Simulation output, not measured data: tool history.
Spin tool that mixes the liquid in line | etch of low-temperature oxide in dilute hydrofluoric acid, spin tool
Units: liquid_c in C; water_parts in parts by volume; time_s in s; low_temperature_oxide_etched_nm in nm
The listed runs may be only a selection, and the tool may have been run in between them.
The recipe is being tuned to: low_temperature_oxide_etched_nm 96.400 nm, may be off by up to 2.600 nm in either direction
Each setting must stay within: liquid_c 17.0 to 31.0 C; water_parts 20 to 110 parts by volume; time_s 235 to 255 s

run	hour	liquid_c	water_parts	time_s	low_temperature_oxide_etched_nm
1	0.0	23.0	60	235	59.362
2	3.5	23.0	50	235	70.560
3	8.7	25.0	50	235	77.038
4	12.6	25.0	60	235	63.454
5	21.2	27.0	60	235	68.658
6	26.7	27.5	60	235	70.321
7	28.8	28.0	60	235	71.465
8	35.9	28.5	60	235	73.851
9	38.0	29.0	60	235	75.331
10	43.5	29.5	60	235	76.174
11	50.2	30.5	55	235	87.363
12	55.4	30.5	55	235	87.259

4 next moves are on the table. One of them brings every result within its allowed miss. Which?
A	60.6	31.0	60	245	?
B	60.6	26.0	55	235	?
C	60.6	31.0	55	255	?
D	60.6	29.0	55	255	?

move	low_temperature_oxide_etched_nm
A	84.469
B	73.101
C	96.658
D	89.396
A: lands further from the targets than the last run did
B: lands further from the targets than the last run did
C: meets every target
D: an improvement on the last run, though not all results are within tolerance
Correct choice: C, which meets every target
